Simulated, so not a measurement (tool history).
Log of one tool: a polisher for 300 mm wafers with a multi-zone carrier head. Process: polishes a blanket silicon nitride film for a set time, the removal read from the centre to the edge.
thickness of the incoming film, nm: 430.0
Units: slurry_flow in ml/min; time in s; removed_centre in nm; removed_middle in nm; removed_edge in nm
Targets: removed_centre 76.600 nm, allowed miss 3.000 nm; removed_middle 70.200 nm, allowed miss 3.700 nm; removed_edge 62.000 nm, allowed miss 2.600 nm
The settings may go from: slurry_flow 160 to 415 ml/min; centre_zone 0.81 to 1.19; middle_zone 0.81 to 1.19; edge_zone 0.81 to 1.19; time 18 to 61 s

Run 1, hour 0.0: slurry_flow 265 ml/min, centre_zone 1.00, middle_zone 1.00, edge_zone 1.00, time 39 s. Result: removed_centre 47.218 nm, removed_middle 46.157 nm, removed_edge 47.479 nm.
Run 2, hour 6.4: slurry_flow 265 ml/min, centre_zone 1.00, middle_zone 1.00, edge_zone 1.00, time 45 s. Result: removed_centre 54.777 nm, removed_middle 54.199 nm, removed_edge 55.385 nm.
Run 3, hour 15.1: slurry_flow 270 ml/min, centre_zone 1.03, middle_zone 1.02, edge_zone 1.00, time 46 s. Result: removed_centre 57.908 nm, removed_middle 56.264 nm, removed_edge 55.950 nm.
Run 4, hour 20.0: slurry_flow 275 ml/min, centre_zone 1.05, middle_zone 1.03, edge_zone 1.00, time 47 s. Result: removed_centre 59.186 nm, removed_middle 58.617 nm, removed_edge 57.866 nm.
Run 5, hour 21.4: slurry_flow 275 ml/min, centre_zone 1.07, middle_zone 1.03, edge_zone 0.98, time 48 s. Result: removed_centre 61.590 nm, removed_middle 61.713 nm, removed_edge 58.660 nm.
Run 6, hour 22.8: slurry_flow 275 ml/min, centre_zone 1.07, middle_zone 1.03, edge_zone 0.98, time 41 s. Result: removed_centre 53.733 nm, removed_middle 50.188 nm, removed_edge 49.379 nm.
Run 7, hour 24.0: slurry_flow 280 ml/min, centre_zone 1.09, middle_zone 1.04, edge_zone 0.97, time 42 s. Result: removed_centre 55.062 nm, removed_middle 52.874 nm, removed_edge 50.572 nm.
Run 8, hour 30.3: slurry_flow 285 ml/min, centre_zone 1.10, middle_zone 1.03, edge_zone 0.95, time 43 s. Result: removed_centre 56.778 nm, removed_middle 53.511 nm, removed_edge 51.875 nm.
Run 9, hour 34.6: slurry_flow 280 ml/min, centre_zone 1.11, middle_zone 1.03, edge_zone 0.94, time 44 s. Result: removed_centre 59.576 nm, removed_middle 54.103 nm, removed_edge 53.366 nm.
Run 10, hour 41.3: slurry_flow 280 ml/min, centre_zone 1.12, middle_zone 1.04, edge_zone 0.92, time 45 s. Result: removed_centre 60.776 nm, removed_middle 58.396 nm, removed_edge 52.828 nm.
Run 11, hour 43.8: slurry_flow 280 ml/min, centre_zone 1.13, middle_zone 1.04, edge_zone 0.91, time 46 s. Result: removed_centre 62.959 nm, removed_middle 57.583 nm, removed_edge 52.649 nm.
Run 12, hour 46.1: slurry_flow 280 ml/min, centre_zone 1.14, middle_zone 1.04, edge_zone 0.91, time 47 s. Result: removed_centre 65.594 nm, removed_middle 59.949 nm, removed_edge 56.089 nm.
Run 13, hour 49.1: slurry_flow 280 ml/min, centre_zone 1.15, middle_zone 1.04, edge_zone 0.91, time 48 s. Result: removed_centre 68.109 nm, removed_middle 61.340 nm, removed_edge 56.517 nm.
Run 14, hour 50.2: slurry_flow 280 ml/min, centre_zone 1.16, middle_zone 1.05, edge_zone 0.91, time 48 s. Result: removed_centre 67.937 nm, removed_middle 59.790 nm, removed_edge 55.628 nm.
Run 15, hour 55.0: slurry_flow 280 ml/min, centre_zone 1.16, middle_zone 1.05, edge_zone 0.91, time 48 s. Result: removed_centre 68.488 nm, removed_middle 58.686 nm, removed_edge 54.785 nm.
Run 16, hour 58.4: slurry_flow 280 ml/min, centre_zone 1.16, middle_zone 1.05, edge_zone 0.91, time 48 s. Result: removed_centre 68.218 nm, removed_middle 61.352 nm, removed_edge 57.510 nm.
Run 17, hour 67.0: slurry_flow 285 ml/min, centre_zone 1.16, middle_zone 1.06, edge_zone 0.90, time 49 s. Result: removed_centre 68.814 nm, removed_middle 62.494 nm, removed_edge 56.855 nm.
Run 18, hour 72.0: slurry_flow 285 ml/min, centre_zone 1.16, middle_zone 1.06, edge_zone 0.90, time 50 s. Result: removed_centre 70.944 nm, removed_middle 63.798 nm, removed_edge 57.007 nm.
Run 19, hour 78.6: slurry_flow 285 ml/min, centre_zone 1.16, middle_zone 1.06, edge_zone 0.90, time 51 s. Result: removed_centre 72.735 nm, removed_middle 65.916 nm, removed_edge 59.921 nm.
Run 20, hour 82.5: slurry_flow 290 ml/min, centre_zone 1.16, middle_zone 1.06, edge_zone 0.90, time 51 s. Result: removed_centre 72.808 nm, removed_middle 66.036 nm, removed_edge 59.480 nm.

Which of these 5 next moves meets every target?
Run A, hour 86.4: slurry_flow 280 ml/min, centre_zone 1.04, middle_zone 1.06, edge_zone 0.93, time 52 s. Result: removed_centre ?, removed_middle ?, removed_edge ?.
Run B, hour 86.4: slurry_flow 285 ml/min, centre_zone 1.04, middle_zone 1.08, edge_zone 0.86, time 51 s. Result: removed_centre ?, removed_middle ?, removed_edge ?.
Run C, hour 86.4: slurry_flow 360 ml/min, centre_zone 1.18, middle_zone 1.12, edge_zone 0.93, time 51 s. Result: removed_centre ?, removed_middle ?, removed_edge ?.
Run D, hour 86.4: slurry_flow 255 ml/min, centre_zone 0.99, middle_zone 1.11, edge_zone 0.91, time 58 s. Result: removed_centre ?, removed_middle ?, removed_edge ?.
Run E, hour 86.4: slurry_flow 290 ml/min, centre_zone 1.05, middle_zone 0.96, edge_zone 0.93, time 59 s. Result: removed_centre ?, removed_middle ?, removed_edge ?.

move  removed_centre  removed_middle  removed_edge
   A          65.983          65.414        61.184
   B          64.841          65.301        57.954
   C          75.278          68.660        60.956
   D          69.354          75.225        67.048
   E          75.809          68.475        69.686
A: further off than the last run
B: further off than the last run
C: meets every target
D: further off than the last run
E: brings the result that was furthest off to its target, and leaves another outside
Answer: C
